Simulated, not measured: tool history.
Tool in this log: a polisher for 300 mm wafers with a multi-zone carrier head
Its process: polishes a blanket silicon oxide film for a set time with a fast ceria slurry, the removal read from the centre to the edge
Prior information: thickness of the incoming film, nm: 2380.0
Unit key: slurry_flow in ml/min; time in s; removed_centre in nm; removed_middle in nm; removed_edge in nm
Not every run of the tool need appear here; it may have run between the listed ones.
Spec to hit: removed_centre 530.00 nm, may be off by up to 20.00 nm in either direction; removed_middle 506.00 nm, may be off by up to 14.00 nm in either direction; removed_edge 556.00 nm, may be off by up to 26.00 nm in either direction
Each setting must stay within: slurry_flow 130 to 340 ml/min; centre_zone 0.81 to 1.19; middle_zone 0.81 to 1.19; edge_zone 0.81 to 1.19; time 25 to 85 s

run 1 day=0.000 | slurry_flow=220 centre_zone=1.00 middle_zone=1.00 edge_zone=1.00 time=55 | removed_centre=747.81 removed_middle=754.77 removed_edge=765.03
run 2 day=0.200 | slurry_flow=220 centre_zone=1.04 middle_zone=1.00 edge_zone=1.00 time=55 | removed_centre=775.60 removed_middle=754.88 removed_edge=739.63
run 3 day=0.400 | slurry_flow=220 centre_zone=1.04 middle_zone=1.00 edge_zone=0.94 time=55 | removed_centre=770.59 removed_middle=752.39 removed_edge=718.50
run 4 day=0.546 | slurry_flow=220 centre_zone=1.04 middle_zone=1.00 edge_zone=0.94 time=68 | removed_centre=957.21 removed_middle=931.73 removed_edge=894.22
run 5 day=0.833 | slurry_flow=220 centre_zone=1.04 middle_zone=1.00 edge_zone=0.94 time=74 | removed_centre=1029.00 removed_middle=1012.50 removed_edge=977.79
run 6 day=0.917 | slurry_flow=210 centre_zone=1.01 middle_zone=0.96 edge_zone=0.92 time=66 | removed_centre=900.35 removed_middle=868.64 removed_edge=869.13
run 7 day=0.975 | slurry_flow=205 centre_zone=0.99 middle_zone=0.94 edge_zone=0.91 time=59 | removed_centre=776.46 removed_middle=761.67 removed_edge=766.18
run 8 day=1.246 | slurry_flow=205 centre_zone=0.99 middle_zone=0.94 edge_zone=0.91 time=59 | removed_centre=786.76 removed_middle=756.63 removed_edge=758.88
run 9 day=1.388 | slurry_flow=165 centre_zone=0.89 middle_zone=0.84 edge_zone=0.86 time=44 | removed_centre=497.64 removed_middle=496.59 removed_edge=545.62

Exactly one of the 4 candidate moves below puts every result within its allowed miss. Which one?
run A day=1.529 | slurry_flow=165 centre_zone=0.91 middle_zone=0.83 edge_zone=0.86 time=45 | removed_centre=? removed_middle=? removed_edge=?
run B day=1.529 | slurry_flow=200 centre_zone=0.87 middle_zone=0.98 edge_zone=0.81 time=40 | removed_centre=? removed_middle=? removed_edge=?
run C day=1.529 | slurry_flow=155 centre_zone=1.01 middle_zone=0.94 edge_zone=0.81 time=41 | removed_centre=? removed_middle=? removed_edge=?
run D day=1.529 | slurry_flow=175 centre_zone=1.08 middle_zone=0.86 edge_zone=0.87 time=41 | removed_centre=? removed_middle=? removed_edge=?

move=A removed_centre=523.35 removed_middle=501.50 removed_edge=554.78
move=B removed_centre=462.88 removed_middle=530.11 removed_edge=492.38
move=C removed_centre=522.21 removed_middle=499.54 removed_edge=487.45
move=D removed_centre=574.21 removed_middle=475.50 removed_edge=512.08
A: every result within its allowed miss
B: further off than the last run
C: puts the biggest miss on target and leaves a different result outside tolerance
D: the result that was furthest off in the last run now lies on the other side of its target
So the answer is move A, the one that meets all the targets.

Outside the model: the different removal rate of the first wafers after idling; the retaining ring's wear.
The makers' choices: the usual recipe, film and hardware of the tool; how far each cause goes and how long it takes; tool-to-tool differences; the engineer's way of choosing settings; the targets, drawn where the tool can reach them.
